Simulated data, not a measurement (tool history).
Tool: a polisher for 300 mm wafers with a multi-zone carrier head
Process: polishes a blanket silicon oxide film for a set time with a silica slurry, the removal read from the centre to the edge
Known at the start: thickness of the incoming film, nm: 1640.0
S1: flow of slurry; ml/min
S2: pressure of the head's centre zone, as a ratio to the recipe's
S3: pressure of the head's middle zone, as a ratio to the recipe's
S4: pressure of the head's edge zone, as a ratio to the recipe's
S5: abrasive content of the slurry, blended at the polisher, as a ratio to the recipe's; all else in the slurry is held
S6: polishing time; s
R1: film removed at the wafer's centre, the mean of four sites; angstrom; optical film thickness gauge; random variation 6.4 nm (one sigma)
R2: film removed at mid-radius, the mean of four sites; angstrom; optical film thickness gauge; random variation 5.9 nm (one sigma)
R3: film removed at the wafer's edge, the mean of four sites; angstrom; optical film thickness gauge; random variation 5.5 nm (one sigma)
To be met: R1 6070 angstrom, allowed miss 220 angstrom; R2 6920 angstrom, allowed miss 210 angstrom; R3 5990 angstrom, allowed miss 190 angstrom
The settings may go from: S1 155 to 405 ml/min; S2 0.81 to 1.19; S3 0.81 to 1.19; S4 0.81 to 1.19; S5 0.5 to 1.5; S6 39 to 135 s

run,hour,S1,S2,S3,S4,S5,S6,R1,R2,R3
1,0,260,1,1,1,1,87,4257.5,4275.5,4308.4
2,2.4,260,1,0.94,1,1,87,4318.2,4120.6,4340.2
3,6.9,260,1,0.91,1,1,87,4250.6,3973.3,4275.6
4,10.9,260,1,0.91,1,1,70,3444,3248.7,3448.9
5,16.8,260,1,0.91,1,1,53,2544.4,2439.2,2600.9
6,23.7,280,1.01,1,1,1.15,66,3472.4,3519.3,3476.9
7,29.4,300,1.02,1.06,1.02,1.25,73,4152.9,4318.6,4081.8
8,34.3,315,1.02,1.1,1.04,1.35,78,4681.1,5025.9,4655.9
9,40.5,325,1.02,1.13,1.05,1.4,82,5003.5,5464.6,4912.1
10,42.8,325,1.01,1.18,1.08,1.5,100,6110.8,7034.6,6322.9
11,49.2,320,1.01,1.18,1.06,1.5,100,6194.6,7010.9,6196

Which of these 4 next moves meets every target?
A,55.6,350,1,1.09,1.06,1.5,102,?,?,?
B,55.6,310,0.96,1.05,1.03,1.45,111,?,?,?
C,55.6,280,1,1.16,0.99,1.4,103,?,?,?
D,55.6,350,0.95,1.14,1.08,1.45,106,?,?,?

move,R1,R2,R3
A,6302.8,6827.6,6401.3
B,6433.2,7021.9,6732.4
C,6042.4,6918.7,5996.4
D,6165.1,7276.6,6612.9
A: further off than the last run
B: further off than the last run
C: meets every target
D: further off than the last run
The right move is C.
